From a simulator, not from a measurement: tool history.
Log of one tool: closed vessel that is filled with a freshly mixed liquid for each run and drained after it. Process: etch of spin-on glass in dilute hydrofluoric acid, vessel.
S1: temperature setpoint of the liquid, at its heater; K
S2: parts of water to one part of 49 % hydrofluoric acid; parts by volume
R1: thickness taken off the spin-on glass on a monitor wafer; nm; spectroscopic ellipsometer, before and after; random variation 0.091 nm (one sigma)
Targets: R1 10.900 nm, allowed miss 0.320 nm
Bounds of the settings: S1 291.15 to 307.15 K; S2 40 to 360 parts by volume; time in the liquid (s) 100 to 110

run 1 hour=0.0 | S1=299.15 S2=200 time_in_the_liquid_(s)=100 | R1=15.931
run 2 hour=2.8 | S1=298.15 S2=205 time_in_the_liquid_(s)=100 | R1=14.815
run 3 hour=6.0 | S1=297.15 S2=205 time_in_the_liquid_(s)=100 | R1=14.285
run 4 hour=9.0 | S1=297.15 S2=240 time_in_the_liquid_(s)=100 | R1=11.869
run 5 hour=18.0 | S1=296.65 S2=240 time_in_the_liquid_(s)=100 | R1=11.562
run 6 hour=22.5 | S1=296.65 S2=240 time_in_the_liquid_(s)=100 | R1=11.589
run 7 hour=29.1 | S1=296.65 S2=240 time_in_the_liquid_(s)=100 | R1=11.674
run 8 hour=34.7 | S1=296.15 S2=240 time_in_the_liquid_(s)=100 | R1=11.417

4 next moves are on the table. One of them brings every result within its allowed miss. Which?
run A hour=40.3 | S1=297.15 S2=235 time_in_the_liquid_(s)=100 | R1=?
run B hour=40.3 | S1=291.65 S2=210 time_in_the_liquid_(s)=105 | R1=?
run C hour=40.3 | S1=296.15 S2=245 time_in_the_liquid_(s)=100 | R1=?
run D hour=40.3 | S1=296.65 S2=245 time_in_the_liquid_(s)=105 | R1=?

move=A R1=12.008
move=B R1=11.735
move=C R1=10.997
move=D R1=11.759
A: further off than the last run
B: further off than the last run
C: meets every target
D: further off than the last run
The right move is C.

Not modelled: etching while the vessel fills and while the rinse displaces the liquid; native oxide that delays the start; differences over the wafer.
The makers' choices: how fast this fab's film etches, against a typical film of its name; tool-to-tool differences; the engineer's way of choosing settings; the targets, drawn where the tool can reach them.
